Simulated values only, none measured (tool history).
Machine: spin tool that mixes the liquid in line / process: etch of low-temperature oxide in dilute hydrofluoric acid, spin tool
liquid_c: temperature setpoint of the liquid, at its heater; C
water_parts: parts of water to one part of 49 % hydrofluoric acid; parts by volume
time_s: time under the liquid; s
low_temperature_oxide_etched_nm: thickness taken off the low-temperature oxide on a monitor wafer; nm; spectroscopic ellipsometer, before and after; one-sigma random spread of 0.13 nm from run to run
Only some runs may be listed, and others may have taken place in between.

| run | day | liquid_c | water_parts | time_s | low_temperature_oxide_etched_nm |
|---|---|---|---|---|---|
| 1 | 0 | 26 | 95 | 100 | 30.024 |
| 2 | 0.329 | 26 | 115 | 100 | 24.33 |
| 3 | 0.6 | 26 | 115 | 100 | 24.278 |
| 4 | 0.858 | 28.5 | 115 | 100 | 26.746 |
| 5 | 1.183 | 28.5 | 115 | 105 | 28.105 |
| 6 | 1.362 | 29 | 115 | 105 | 28.694 |
| 7 | 1.729 | 29.5 | 115 | 105 | 29.142 |
| 8 | 1.954 | 30 | 115 | 105 | 29.609 |
| 9 | 2.058 | 30.5 | 115 | 105 | 30.139 |

What does the tool deliver on the next run?
| 10 | 2.154 | 30.5 | 115 | 105 | ? |

{"run 10": {"low_temperature_oxide_etched_nm": 30.259}}
